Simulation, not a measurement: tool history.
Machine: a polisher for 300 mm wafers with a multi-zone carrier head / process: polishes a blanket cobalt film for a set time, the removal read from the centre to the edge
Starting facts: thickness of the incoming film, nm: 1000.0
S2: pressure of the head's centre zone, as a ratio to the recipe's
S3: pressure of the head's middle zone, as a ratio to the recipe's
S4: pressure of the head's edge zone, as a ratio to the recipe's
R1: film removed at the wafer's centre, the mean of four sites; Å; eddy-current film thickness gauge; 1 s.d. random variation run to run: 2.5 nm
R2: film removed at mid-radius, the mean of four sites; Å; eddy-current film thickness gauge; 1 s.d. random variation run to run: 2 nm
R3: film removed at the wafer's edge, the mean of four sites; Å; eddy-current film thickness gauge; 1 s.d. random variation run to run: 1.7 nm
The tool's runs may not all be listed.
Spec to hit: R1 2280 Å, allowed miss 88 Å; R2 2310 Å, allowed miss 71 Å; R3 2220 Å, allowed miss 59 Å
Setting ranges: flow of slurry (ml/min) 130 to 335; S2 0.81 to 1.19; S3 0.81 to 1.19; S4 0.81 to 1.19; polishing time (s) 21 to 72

{"run": 1, "hour": 0.0, "flow of slurry (ml/min)": 215, "S2": 1, "S3": 1, "S4": 1, "polishing time (s)": 46, "R1": 1559.4, "R2": 1544.3, "R3": 1552.3}
{"run": 2, "hour": 4.8, "flow of slurry (ml/min)": 215, "S2": 1, "S3": 1, "S4": 1.07, "polishing time (s)": 46, "R1": 1507.4, "R2": 1561.2, "R3": 1625.5}
{"run": 3, "hour": 10.5, "flow of slurry (ml/min)": 215, "S2": 1, "S3": 1, "S4": 1.07, "polishing time (s)": 38, "R1": 1294.9, "R2": 1292.8, "R3": 1334.3}
{"run": 4, "hour": 13.0, "flow of slurry (ml/min)": 235, "S2": 1.05, "S3": 1.04, "S4": 1.1, "polishing time (s)": 44, "R1": 1555.1, "R2": 1530.2, "R3": 1586.4}
{"run": 5, "hour": 16.4, "flow of slurry (ml/min)": 290, "S2": 1.05, "S3": 1.04, "S4": 1.1, "polishing time (s)": 44, "R1": 1598.4, "R2": 1594.5, "R3": 1589.7}
{"run": 6, "hour": 18.6, "flow of slurry (ml/min)": 295, "S2": 1.07, "S3": 1.07, "S4": 1.11, "polishing time (s)": 48, "R1": 1786.8, "R2": 1730.2, "R3": 1758.6}
{"run": 7, "hour": 23.4, "flow of slurry (ml/min)": 305, "S2": 1.07, "S3": 1.1, "S4": 1.1, "polishing time (s)": 51, "R1": 1874.3, "R2": 1889.1, "R3": 1854.9}
{"run": 8, "hour": 26.2, "flow of slurry (ml/min)": 305, "S2": 1.07, "S3": 1.1, "S4": 1.1, "polishing time (s)": 51, "R1": 1924.2, "R2": 1859.5, "R3": 1852}
{"run": 9, "hour": 34.1, "flow of slurry (ml/min)": 315, "S2": 1.06, "S3": 1.13, "S4": 1.1, "polishing time (s)": 54, "R1": 2035.2, "R2": 2051.6, "R3": 2000.9}
{"run": 10, "hour": 41.1, "flow of slurry (ml/min)": 320, "S2": 1.06, "S3": 1.15, "S4": 1.1, "polishing time (s)": 55, "R1": 2030.8, "R2": 2097.9, "R3": 2030.7}
{"run": 11, "hour": 47.9, "flow of slurry (ml/min)": 325, "S2": 1.07, "S3": 1.16, "S4": 1.1, "polishing time (s)": 56, "R1": 2077.3, "R2": 2161.4, "R3": 2069.8}
{"run": 12, "hour": 50.1, "flow of slurry (ml/min)": 325, "S2": 1.08, "S3": 1.16, "S4": 1.1, "polishing time (s)": 57, "R1": 2170.5, "R2": 2237.2, "R3": 2092.2}
{"run": 13, "hour": 55.2, "flow of slurry (ml/min)": 325, "S2": 1.08, "S3": 1.16, "S4": 1.12, "polishing time (s)": 57, "R1": 2181.9, "R2": 2191.8, "R3": 2085.3}
{"run": 14, "hour": 64.1, "flow of slurry (ml/min)": 325, "S2": 1.07, "S3": 1.16, "S4": 1.12, "polishing time (s)": 58, "R1": 2116.3, "R2": 2261.1, "R3": 2150.6}

Which single option among these 4 for the next run brings every result within its allowed miss of target? Just one does.
{"run": "A", "hour": 73.0, "flow of slurry (ml/min)": 325, "S2": 1.02, "S3": 1.19, "S4": 1.15, "polishing time (s)": 55, "R1": "?", "R2": "?", "R3": "?"}
{"run": "B", "hour": 73.0, "flow of slurry (ml/min)": 305, "S2": 1.04, "S3": 1.19, "S4": 1.06, "polishing time (s)": 57, "R1": "?", "R2": "?", "R3": "?"}
{"run": "C", "hour": 73.0, "flow of slurry (ml/min)": 300, "S2": 0.99, "S3": 1.18, "S4": 1.16, "polishing time (s)": 57, "R1": "?", "R2": "?", "R3": "?"}
{"run": "D", "hour": 73.0, "flow of slurry (ml/min)": 320, "S2": 1.09, "S3": 1.19, "S4": 1.17, "polishing time (s)": 59, "R1": "?", "R2": "?", "R3": "?"}

move=A R1=1946.1 R2=2155.2 R3=2055.2
move=B R1=2042 R2=2220.4 R3=2034.7
move=C R1=1942.6 R2=2204.9 R3=2127.7
move=D R1=2224 R2=2307.8 R3=2222.1
A: its largest miss is bigger than the last run's
B: its largest miss is bigger than the last run's
C: its largest miss is bigger than the last run's
D: all results in spec
The right move is D.
